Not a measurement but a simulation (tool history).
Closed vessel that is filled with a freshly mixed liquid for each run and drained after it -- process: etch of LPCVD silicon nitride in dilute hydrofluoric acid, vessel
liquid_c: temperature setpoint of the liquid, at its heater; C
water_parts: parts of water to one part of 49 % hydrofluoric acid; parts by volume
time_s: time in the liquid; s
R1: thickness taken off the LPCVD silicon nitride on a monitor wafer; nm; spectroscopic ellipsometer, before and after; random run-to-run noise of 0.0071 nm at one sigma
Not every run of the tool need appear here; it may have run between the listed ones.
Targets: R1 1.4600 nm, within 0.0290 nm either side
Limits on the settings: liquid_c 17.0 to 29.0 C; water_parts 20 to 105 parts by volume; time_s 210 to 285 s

run 1 day=0.000 | liquid_c=21.0 water_parts=55 time_s=285 | R1=1.9184
run 2 day=0.354 | liquid_c=19.5 water_parts=55 time_s=285 | R1=1.7337
run 3 day=0.562 | liquid_c=19.0 water_parts=55 time_s=285 | R1=1.6763
run 4 day=0.946 | liquid_c=18.5 water_parts=55 time_s=285 | R1=1.6189
run 5 day=1.221 | liquid_c=18.5 water_parts=55 time_s=210 | R1=1.1962
run 6 day=1.267 | liquid_c=18.5 water_parts=65 time_s=210 | R1=1.0143
run 7 day=1.454 | liquid_c=19.0 water_parts=65 time_s=210 | R1=1.0488
run 8 day=1.517 | liquid_c=23.0 water_parts=65 time_s=210 | R1=1.3814

Exercise: of the 4 proposed moves below, exactly one satisfies all targets within the stated allowed misses. Which move is it?
run A day=1.579 | liquid_c=25.0 water_parts=80 time_s=225 | R1=?
run B day=1.579 | liquid_c=21.0 water_parts=70 time_s=260 | R1=?
run C day=1.579 | liquid_c=22.0 water_parts=65 time_s=210 | R1=?
run D day=1.579 | liquid_c=24.5 water_parts=80 time_s=245 | R1=?

move=A R1=1.3829
move=B R1=1.3927
move=C R1=1.2948
move=D R1=1.4569
A: no better and no worse than the last run
B: closes in on the targets versus the last run, not all within tolerance yet
C: misses by more than the last run did
D: meets every target
The right move is D.
